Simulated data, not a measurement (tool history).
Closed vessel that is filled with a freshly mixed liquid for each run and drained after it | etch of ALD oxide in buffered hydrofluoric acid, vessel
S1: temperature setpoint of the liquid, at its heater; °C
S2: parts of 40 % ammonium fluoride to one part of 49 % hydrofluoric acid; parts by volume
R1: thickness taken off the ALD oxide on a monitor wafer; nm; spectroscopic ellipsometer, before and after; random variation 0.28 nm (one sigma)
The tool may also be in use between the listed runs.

Run 1, hour 0.0: S1 21.0 °C, S2 11.5 parts by volume, time in the liquid (s) 35. Result: R1 52.970 nm.
Run 2, hour 4.4: S1 19.5 °C, S2 13.0 parts by volume, time in the liquid (s) 35. Result: R1 42.895 nm.
Run 3, hour 7.8: S1 18.5 °C, S2 14.0 parts by volume, time in the liquid (s) 35. Result: R1 37.985 nm.
Run 4, hour 9.7: S1 18.5 °C, S2 11.0 parts by volume, time in the liquid (s) 35. Result: R1 47.078 nm.
Run 5, hour 11.6: S1 18.0 °C, S2 13.0 parts by volume, time in the liquid (s) 35. Result: R1 39.201 nm.
Run 6, hour 18.9: S1 18.0 °C, S2 13.0 parts by volume, time in the liquid (s) 35. Result: R1 40.140 nm.
Run 7, hour 25.3: S1 17.5 °C, S2 14.0 parts by volume, time in the liquid (s) 35. Result: R1 35.573 nm.
Run 8, hour 26.9: S1 17.5 °C, S2 15.0 parts by volume, time in the liquid (s) 35. Result: R1 33.308 nm.

Run 9 comes next. What will it give?
Run 9, hour 32.8: S1 17.5 °C, S2 15.5 parts by volume, time in the liquid (s) 35. Result: R1 ?.

R1: 31.938 nm

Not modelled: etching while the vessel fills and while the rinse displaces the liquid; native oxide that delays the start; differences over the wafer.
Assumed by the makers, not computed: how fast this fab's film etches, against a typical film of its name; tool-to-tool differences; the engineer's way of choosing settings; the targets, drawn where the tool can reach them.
